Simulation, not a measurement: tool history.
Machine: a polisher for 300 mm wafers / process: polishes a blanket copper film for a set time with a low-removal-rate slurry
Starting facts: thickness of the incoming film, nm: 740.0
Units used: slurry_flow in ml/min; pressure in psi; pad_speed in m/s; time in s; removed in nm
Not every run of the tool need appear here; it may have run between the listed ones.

run 1 hour=0 | slurry_flow=145 pressure=2.5 pad_speed=0.86 slurry_solids=1 time=23 | removed=41.852
run 2 hour=8.8 | slurry_flow=145 pressure=2.4 pad_speed=0.86 slurry_solids=1 time=23 | removed=40.644
run 3 hour=15.9 | slurry_flow=145 pressure=2.3 pad_speed=0.86 slurry_solids=1 time=23 | removed=39.69
run 4 hour=18.8 | slurry_flow=145 pressure=2.2 pad_speed=0.86 slurry_solids=1 time=23 | removed=38.522
run 5 hour=26.8 | slurry_flow=145 pressure=2.8 pad_speed=0.86 slurry_solids=1 time=23 | removed=45.347
run 6 hour=29.6 | slurry_flow=145 pressure=2.6 pad_speed=0.86 slurry_solids=1 time=23 | removed=42.668
run 7 hour=30.7 | slurry_flow=145 pressure=2.4 pad_speed=0.86 slurry_solids=1 time=23 | removed=40.984
run 8 hour=34.6 | slurry_flow=145 pressure=2.3 pad_speed=0.86 slurry_solids=1 time=23 | removed=39.763
run 9 hour=35.8 | slurry_flow=145 pressure=2.2 pad_speed=0.86 slurry_solids=1 time=23 | removed=38.09
run 10 hour=41.8 | slurry_flow=145 pressure=2.1 pad_speed=0.86 slurry_solids=1 time=23 | removed=37.584

Run 11 has not been measured yet. What should we expect?
run 11 hour=50.3 | slurry_flow=145 pressure=2 pad_speed=0.86 slurry_solids=1 time=23 | removed=?

removed: 36.07 nm
